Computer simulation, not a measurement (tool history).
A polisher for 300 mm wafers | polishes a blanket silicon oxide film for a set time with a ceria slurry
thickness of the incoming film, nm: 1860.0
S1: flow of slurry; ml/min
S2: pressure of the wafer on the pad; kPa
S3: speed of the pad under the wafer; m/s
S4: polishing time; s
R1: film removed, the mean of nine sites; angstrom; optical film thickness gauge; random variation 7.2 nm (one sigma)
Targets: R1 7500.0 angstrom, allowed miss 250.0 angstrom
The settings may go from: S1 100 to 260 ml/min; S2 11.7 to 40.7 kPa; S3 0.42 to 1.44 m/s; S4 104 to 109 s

{"run": 1, "day": 0.0, "S1": 165, "S2": 26.2, "S3": 0.92, "S4": 104, "R1": 5206.0}
{"run": 2, "day": 0.062, "S1": 170, "S2": 28.3, "S3": 0.92, "S4": 104, "R1": 5627.1}
{"run": 3, "day": 0.262, "S1": 175, "S2": 30.3, "S3": 0.92, "S4": 104, "R1": 6168.5}
{"run": 4, "day": 0.633, "S1": 180, "S2": 31.7, "S3": 0.92, "S4": 104, "R1": 6301.1}
{"run": 5, "day": 1.0, "S1": 180, "S2": 31.7, "S3": 0.92, "S4": 109, "R1": 6618.3}
{"run": 6, "day": 1.104, "S1": 180, "S2": 32.4, "S3": 0.92, "S4": 109, "R1": 6918.8}
{"run": 7, "day": 1.196, "S1": 180, "S2": 33.1, "S3": 0.92, "S4": 109, "R1": 6931.6}
{"run": 8, "day": 1.229, "S1": 185, "S2": 33.8, "S3": 0.92, "S4": 109, "R1": 7210.2}

4 next moves are on the table. One of them brings every result within its allowed miss. Which?
{"run": "A", "day": 1.262, "S1": 150, "S2": 35.2, "S3": 1.04, "S4": 109, "R1": "?"}
{"run": "B", "day": 1.262, "S1": 185, "S2": 33.8, "S3": 0.96, "S4": 108, "R1": "?"}
{"run": "C", "day": 1.262, "S1": 200, "S2": 36.5, "S3": 0.98, "S4": 109, "R1": "?"}
{"run": "D", "day": 1.262, "S1": 160, "S2": 30.3, "S3": 1.2, "S4": 109, "R1": "?"}

move=A R1=8089.1
move=B R1=7395.7
move=C R1=8299.0
move=D R1=8180.9
A: takes the result that was furthest off past its target
B: meets every target
C: takes the result that was furthest off past its target
D: takes the result that was furthest off past its target
The right move is B.
